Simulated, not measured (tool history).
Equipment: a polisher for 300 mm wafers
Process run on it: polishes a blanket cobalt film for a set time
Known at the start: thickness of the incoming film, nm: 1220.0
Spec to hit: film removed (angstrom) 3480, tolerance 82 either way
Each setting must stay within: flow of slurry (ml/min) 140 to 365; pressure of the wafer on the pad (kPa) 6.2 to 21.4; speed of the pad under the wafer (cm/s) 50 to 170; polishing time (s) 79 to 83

run  hour  flow of slurry (ml/min)  pressure of the wafer on the pad (kPa)  speed of the pad under the wafer (cm/s)  polishing time (s)  film removed (angstrom)
  1     0                      235                                    13.8                                      110                  79                   4827.3
  2   4.3                      235                                    13.8                                       90                  79                   4227.4
  3  10.8                      230                                    13.1                                       90                  79                   3990.3
  4  15.1                      230                                    13.1                                       90                  79                   3994.4
  5  20.4                      225                                    12.4                                       90                  79                   3812.2
  6  21.2                      225                                    12.4                                       90                  79                   3787.5
  7  27.8                      220                                    12.4                                       90                  79                   3754.1
  8  31.6                      210                                    12.4                                       90                  79                   3720.4
  9  36.5                      200                                    12.4                                       90                  79                   3706.8
 10  43.9                      195                                    12.4                                       90                  79                   3669.4
 11  48.6                      185                                    12.4                                       90                  79                   3709.9

Of the 5 settings listed for the next run, only one would bring every result within its allowed miss of target. Which one?
  A  53.3                      265                                     9.7                                      120                  83                        ?
  B  53.3                      245                                      11                                       92                  79                        ?
  C  53.3                      180                                     9.7                                      140                  83                        ?
  D  53.3                      210                                      11                                       88                  79                        ?
  E  53.3                      200                                      11                                      116                  83                        ?

move  film removed (angstrom)
   A                   3849.4
   B                   3431.5
   C                   4105.3
   D                   3269.3
   E                   4127.1
A: its largest miss is bigger than the last run's
B: meets every target
C: its largest miss is bigger than the last run's
D: moves the result that the last run missed by most past its target, out the other side
E: its largest miss is bigger than the last run's
Answer: B
